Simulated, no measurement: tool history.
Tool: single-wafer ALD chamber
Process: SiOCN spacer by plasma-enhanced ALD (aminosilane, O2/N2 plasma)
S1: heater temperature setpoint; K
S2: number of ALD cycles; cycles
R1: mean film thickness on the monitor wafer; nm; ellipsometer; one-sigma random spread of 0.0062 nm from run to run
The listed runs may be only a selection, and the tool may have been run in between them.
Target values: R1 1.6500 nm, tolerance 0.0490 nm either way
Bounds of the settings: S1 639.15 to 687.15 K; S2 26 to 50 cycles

Run 1, hour 0.0: S1 663.15 K, S2 38 cycles. Result: R1 2.2441 nm.
Run 2, hour 3.1: S1 663.15 K, S2 33 cycles. Result: R1 1.9486 nm.
Run 3, hour 11.3: S1 658.15 K, S2 33 cycles. Result: R1 1.9446 nm.
Run 4, hour 16.6: S1 652.15 K, S2 33 cycles. Result: R1 1.9539 nm.
Run 5, hour 23.0: S1 652.15 K, S2 32 cycles. Result: R1 1.9031 nm.
Run 6, hour 24.4: S1 660.15 K, S2 32 cycles. Result: R1 1.8829 nm.
Run 7, hour 27.6: S1 660.15 K, S2 29 cycles. Result: R1 1.6998 nm.
Run 8, hour 29.4: S1 660.15 K, S2 29 cycles. Result: R1 1.7198 nm.

Of the 5 settings listed for the next run, only one would bring every result within its allowed miss of target. Which one?
Run A, hour 31.2: S1 670.15 K, S2 30 cycles. Result: R1 ?.
Run B, hour 31.2: S1 671.15 K, S2 31 cycles. Result: R1 ?.
Run C, hour 31.2: S1 669.15 K, S2 28 cycles. Result: R1 ?.
Run D, hour 31.2: S1 658.15 K, S2 30 cycles. Result: R1 ?.
Run E, hour 31.2: S1 660.15 K, S2 31 cycles. Result: R1 ?.

move      R1
   A  1.7736
   B  1.8327
   C  1.6554
   D  1.7736
   E  1.8327
A: further off than the last run
B: further off than the last run
C: all results land within tolerance of their targets
D: further off than the last run
E: further off than the last run
Move C is the one to make.
